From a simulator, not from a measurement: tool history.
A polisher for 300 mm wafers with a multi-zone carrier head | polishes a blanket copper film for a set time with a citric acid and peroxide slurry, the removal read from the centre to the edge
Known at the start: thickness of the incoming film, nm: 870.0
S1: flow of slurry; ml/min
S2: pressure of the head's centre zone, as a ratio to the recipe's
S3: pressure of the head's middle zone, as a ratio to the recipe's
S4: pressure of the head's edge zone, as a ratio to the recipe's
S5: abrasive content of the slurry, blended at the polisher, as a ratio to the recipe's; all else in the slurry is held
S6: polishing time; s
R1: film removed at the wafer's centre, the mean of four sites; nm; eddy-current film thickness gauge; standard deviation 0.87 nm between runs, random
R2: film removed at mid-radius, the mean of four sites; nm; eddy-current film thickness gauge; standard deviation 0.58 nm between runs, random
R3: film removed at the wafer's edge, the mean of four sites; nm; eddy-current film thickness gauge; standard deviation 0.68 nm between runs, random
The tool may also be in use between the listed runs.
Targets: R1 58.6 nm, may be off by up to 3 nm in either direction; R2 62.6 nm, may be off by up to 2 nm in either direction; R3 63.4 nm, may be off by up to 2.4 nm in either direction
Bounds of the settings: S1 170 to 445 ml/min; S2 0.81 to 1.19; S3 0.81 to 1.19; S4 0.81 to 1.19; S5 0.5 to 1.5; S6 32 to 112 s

| run | hour | S1 | S2 | S3 | S4 | S5 | S6 | R1 | R2 | R3 |
|---|---|---|---|---|---|---|---|---|---|---|
| 1 | 0 | 285 | 1 | 1 | 1 | 1 | 72 | 116.84 | 114.03 | 117.38 |
| 2 | 3.7 | 280 | 0.97 | 0.99 | 0.97 | 0.85 | 64 | 98.747 | 96.53 | 101.19 |
| 3 | 4.9 | 280 | 0.95 | 1 | 0.95 | 0.75 | 57 | 83.134 | 84.985 | 86.913 |
| 4 | 7.4 | 280 | 0.93 | 0.99 | 0.93 | 0.7 | 53 | 75.098 | 77.487 | 78.666 |
| 5 | 14.5 | 280 | 0.91 | 0.98 | 0.91 | 0.65 | 52 | 70.111 | 75.726 | 74.301 |
| 6 | 18.3 | 280 | 0.96 | 0.98 | 0.91 | 0.65 | 52 | 74.801 | 75.162 | 75.537 |
| 7 | 22.4 | 275 | 0.93 | 0.95 | 0.89 | 0.6 | 51 | 69.268 | 71.413 | 71.289 |
| 8 | 28.1 | 270 | 0.91 | 0.92 | 0.88 | 0.55 | 51 | 68.201 | 66.31 | 70.869 |
| 9 | 29.8 | 270 | 0.91 | 0.92 | 0.88 | 0.55 | 51 | 69.672 | 67.461 | 70.997 |
| 10 | 33.5 | 270 | 0.89 | 0.92 | 0.87 | 0.55 | 50 | 62.584 | 66.938 | 69.367 |
| 11 | 36.2 | 270 | 0.89 | 0.92 | 0.86 | 0.55 | 49 | 63.329 | 64.554 | 66.644 |
| 12 | 42.9 | 265 | 0.88 | 0.92 | 0.85 | 0.55 | 49 | 61.478 | 64.792 | 66.569 |
| 13 | 46.2 | 255 | 0.87 | 0.91 | 0.81 | 0.5 | 47 | 58.108 | 60.239 | 60.079 |
| 14 | 52.2 | 265 | 0.87 | 0.91 | 0.82 | 0.5 | 47 | 59.423 | 59.863 | 62.325 |
| 15 | 55 | 265 | 0.87 | 0.91 | 0.82 | 0.5 | 47 | 59.184 | 60.419 | 61.889 |

Which single option among these 4 for the next run brings every result within its allowed miss of target? Just one does.
| A | 57.8 | 405 | 0.95 | 0.94 | 0.97 | 0.5 | 42 | ? | ? | ? |
| B | 57.8 | 260 | 0.87 | 0.94 | 0.84 | 0.55 | 47 | ? | ? | ? |
| C | 57.8 | 205 | 1 | 0.95 | 0.81 | 0.55 | 45 | ? | ? | ? |
| D | 57.8 | 320 | 0.87 | 0.87 | 0.85 | 0.55 | 44 | ? | ? | ? |

| move | R1 | R2 | R3 |
|---|---|---|---|
| A | 59.226 | 57.226 | 62.596 |
| B | 58.683 | 62.275 | 64.435 |
| C | 62.194 | 58.071 | 59.166 |
| D | 56.338 | 55.951 | 61.776 |
A: its largest miss is bigger than the last run's
B: meets every target
C: its largest miss is bigger than the last run's
D: its largest miss is bigger than the last run's
So the answer is move B, the one that meets all the targets.

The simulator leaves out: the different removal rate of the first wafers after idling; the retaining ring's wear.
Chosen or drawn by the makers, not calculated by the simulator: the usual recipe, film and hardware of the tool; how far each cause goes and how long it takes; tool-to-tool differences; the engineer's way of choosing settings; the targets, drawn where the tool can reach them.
